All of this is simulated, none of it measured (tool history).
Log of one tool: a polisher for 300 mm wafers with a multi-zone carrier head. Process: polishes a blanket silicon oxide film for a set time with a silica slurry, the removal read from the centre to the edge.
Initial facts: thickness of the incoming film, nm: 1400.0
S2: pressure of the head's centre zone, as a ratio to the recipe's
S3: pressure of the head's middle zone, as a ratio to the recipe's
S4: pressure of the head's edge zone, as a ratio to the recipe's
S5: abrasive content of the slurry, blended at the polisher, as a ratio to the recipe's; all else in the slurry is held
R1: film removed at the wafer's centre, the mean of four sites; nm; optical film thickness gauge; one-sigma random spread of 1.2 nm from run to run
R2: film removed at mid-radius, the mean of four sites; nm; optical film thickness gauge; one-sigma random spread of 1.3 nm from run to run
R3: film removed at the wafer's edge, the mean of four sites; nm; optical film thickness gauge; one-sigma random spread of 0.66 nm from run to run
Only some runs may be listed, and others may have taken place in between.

{"run": 1, "hour": 0.0, "flow of slurry (ml/min)": 130, "S2": 1, "S3": 1, "S4": 1, "S5": 1, "polishing time (s)": 37, "R1": 78.198, "R2": 76.998, "R3": 80.74}
{"run": 2, "hour": 2.5, "flow of slurry (ml/min)": 130, "S2": 1, "S3": 1, "S4": 0.93, "S5": 1, "polishing time (s)": 37, "R1": 77.834, "R2": 79.768, "R3": 77.325}
{"run": 3, "hour": 11.3, "flow of slurry (ml/min)": 130, "S2": 1.08, "S3": 1, "S4": 0.93, "S5": 1, "polishing time (s)": 37, "R1": 86.42, "R2": 78.901, "R3": 76.668}
{"run": 4, "hour": 19.9, "flow of slurry (ml/min)": 110, "S2": 1.08, "S3": 1, "S4": 0.93, "S5": 1, "polishing time (s)": 37, "R1": 80.484, "R2": 73.352, "R3": 74.557}
{"run": 5, "hour": 28.0, "flow of slurry (ml/min)": 110, "S2": 1.13, "S3": 1, "S4": 0.93, "S5": 1, "polishing time (s)": 37, "R1": 82.561, "R2": 75.805, "R3": 75.261}
{"run": 6, "hour": 35.9, "flow of slurry (ml/min)": 110, "S2": 1.19, "S3": 1, "S4": 0.93, "S5": 1, "polishing time (s)": 37, "R1": 89.913, "R2": 75.22, "R3": 75.606}
{"run": 7, "hour": 39.6, "flow of slurry (ml/min)": 120, "S2": 1.18, "S3": 1.01, "S4": 0.95, "S5": 1, "polishing time (s)": 37, "R1": 91.131, "R2": 79.228, "R3": 76.832}
{"run": 8, "hour": 48.0, "flow of slurry (ml/min)": 125, "S2": 1.17, "S3": 1.01, "S4": 0.97, "S5": 1, "polishing time (s)": 37, "R1": 91.59, "R2": 77.473, "R3": 79.105}
{"run": 9, "hour": 56.8, "flow of slurry (ml/min)": 130, "S2": 1.16, "S3": 1.02, "S4": 0.98, "S5": 1, "polishing time (s)": 37, "R1": 93.442, "R2": 78.736, "R3": 79.309}

The next listed run, before its measurement:
{"hour": 61.0, "done": "slurry nozzle cleaned"}
{"run": 10, "hour": 61.0, "flow of slurry (ml/min)": 135, "S2": 1.15, "S3": 1.03, "S4": 0.99, "S5": 1, "polishing time (s)": 37, "R1": "?", "R2": "?", "R3": "?"}

Run 10 gave R1 102.72 nm, R2 87.732 nm, R3 84.9 nm.

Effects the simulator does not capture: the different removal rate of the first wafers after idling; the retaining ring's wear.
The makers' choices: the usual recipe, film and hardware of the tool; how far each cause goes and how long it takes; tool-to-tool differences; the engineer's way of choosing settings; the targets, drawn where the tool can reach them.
